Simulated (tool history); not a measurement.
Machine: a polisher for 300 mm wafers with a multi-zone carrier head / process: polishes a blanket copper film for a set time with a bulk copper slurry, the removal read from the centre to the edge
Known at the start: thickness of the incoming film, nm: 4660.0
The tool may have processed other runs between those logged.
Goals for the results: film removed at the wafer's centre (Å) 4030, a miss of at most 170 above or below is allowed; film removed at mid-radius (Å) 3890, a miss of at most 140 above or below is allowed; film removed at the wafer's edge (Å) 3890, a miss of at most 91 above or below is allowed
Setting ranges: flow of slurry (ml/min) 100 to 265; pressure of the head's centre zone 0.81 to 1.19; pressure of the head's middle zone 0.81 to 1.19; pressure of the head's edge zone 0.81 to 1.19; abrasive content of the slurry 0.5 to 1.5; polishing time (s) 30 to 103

run	day	flow of slurry (ml/min)	pressure of the head's centre zone	pressure of the head's middle zone	pressure of the head's edge zone	abrasive content of the slurry	polishing time (s)	film removed at the wafer's centre (Å)	film removed at mid-radius (Å)	film removed at the wafer's edge (Å)
1	0	170	1	1	1	1	66	4415.4	4403.9	4290.2
2	0.104	160	1	0.98	0.98	0.95	66	4306.5	4402.9	4253.9
3	0.417	160	1.01	0.96	0.98	0.9	65	4320.9	4169.7	4191.6
4	0.696	155	1.01	0.95	0.97	0.85	65	4296.3	4039	4083.4
5	0.896	150	1	0.95	0.96	0.85	65	4160.1	4070.3	4122.3
6	1.204	145	1.01	0.95	0.95	0.8	65	4240.1	3973.8	4000.5
7	1.475	140	1	0.95	0.95	0.8	65	4144	4008.7	4001.2
8	1.733	135	1	0.95	0.94	0.8	65	4055.7	3934.3	3989.3

Below are 5 possible settings for the next run. Only one of them brings all results inside the allowed miss of their targets. Which is it?
A	1.992	175	1.04	0.97	0.99	0.75	61	?	?	?
B	1.992	145	1.06	0.93	0.9	0.75	65	?	?	?
C	1.992	100	1.1	0.92	1.03	0.55	65	?	?	?
D	1.992	155	0.99	0.92	0.98	0.8	64	?	?	?
E	1.992	140	0.86	0.94	0.92	0.95	62	?	?	?

move	film removed at the wafer's centre (Å)	film removed at mid-radius (Å)	film removed at the wafer's edge (Å)
A	4096.5	3926.7	3856.6
B	4332.4	3955.7	3906.6
C	4113.4	3625.7	3854.6
D	4089.4	3920.7	4025.6
E	3550.7	3910.8	3859.6
A: each result inside its tolerance
B: gets the furthest-off result to its target, but another result is out of tolerance
C: gets the furthest-off result to its target, but another result is out of tolerance
D: lands further from the targets than the last run did
E: gets the furthest-off result to its target, but another result is out of tolerance
Go with A: it meets all targets.
